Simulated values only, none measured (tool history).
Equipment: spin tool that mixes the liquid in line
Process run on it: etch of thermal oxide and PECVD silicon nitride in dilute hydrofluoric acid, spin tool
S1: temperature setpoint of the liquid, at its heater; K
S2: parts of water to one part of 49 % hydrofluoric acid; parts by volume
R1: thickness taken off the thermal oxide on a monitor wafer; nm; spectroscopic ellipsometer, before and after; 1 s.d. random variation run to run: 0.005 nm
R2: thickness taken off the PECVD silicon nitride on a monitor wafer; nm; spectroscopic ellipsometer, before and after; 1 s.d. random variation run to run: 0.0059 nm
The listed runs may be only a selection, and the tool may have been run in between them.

{"run": 1, "day": 0.0, "S1": 297.15, "S2": 295, "time under the liquid (s)": 180, "R1": 2.3628, "R2": 1.5516}
{"run": 2, "day": 0.133, "S1": 300.65, "S2": 295, "time under the liquid (s)": 180, "R1": 2.6429, "R2": 1.9479}
{"run": 3, "day": 0.342, "S1": 300.65, "S2": 390, "time under the liquid (s)": 180, "R1": 1.8639, "R2": 1.4145}
{"run": 4, "day": 0.404, "S1": 300.65, "S2": 290, "time under the liquid (s)": 180, "R1": 2.6631, "R2": 1.8641}
{"run": 5, "day": 0.467, "S1": 300.65, "S2": 200, "time under the liquid (s)": 180, "R1": 4.3308, "R2": 2.7834}
{"run": 6, "day": 0.688, "S1": 298.65, "S2": 260, "time under the liquid (s)": 160, "R1": 2.6561, "R2": 1.7809}
{"run": 7, "day": 1.025, "S1": 297.15, "S2": 305, "time under the liquid (s)": 140, "R1": 1.7891, "R2": 1.1858}
{"run": 8, "day": 1.271, "S1": 296.15, "S2": 345, "time under the liquid (s)": 125, "R1": 1.2867, "R2": 0.87291}
{"run": 9, "day": 1.608, "S1": 295.15, "S2": 380, "time under the liquid (s)": 115, "R1": 1.0235, "R2": 0.6543}
{"run": 10, "day": 1.796, "S1": 295.15, "S2": 410, "time under the liquid (s)": 100, "R1": 0.80821, "R2": 0.54486}
{"run": 11, "day": 1.862, "S1": 294.65, "S2": 435, "time under the liquid (s)": 95, "R1": 0.69046, "R2": 0.47613}
{"run": 12, "day": 1.933, "S1": 294.15, "S2": 455, "time under the liquid (s)": 90, "R1": 0.61089, "R2": 0.41898}
{"run": 13, "day": 1.975, "S1": 293.65, "S2": 470, "time under the liquid (s)": 85, "R1": 0.53913, "R2": 0.37729}
{"run": 14, "day": 2.308, "S1": 293.15, "S2": 480, "time under the liquid (s)": 80, "R1": 0.48251, "R2": 0.34388}
{"run": 15, "day": 2.529, "S1": 292.65, "S2": 485, "time under the liquid (s)": 75, "R1": 0.4431, "R2": 0.31053}

For run 16, what comes out?
{"run": 16, "day": 2.642, "S1": 292.15, "S2": 490, "time under the liquid (s)": 75, "R1": "?", "R2": "?"}

Run 16 came out at R1 0.43166 nm, R2 0.28684 nm.

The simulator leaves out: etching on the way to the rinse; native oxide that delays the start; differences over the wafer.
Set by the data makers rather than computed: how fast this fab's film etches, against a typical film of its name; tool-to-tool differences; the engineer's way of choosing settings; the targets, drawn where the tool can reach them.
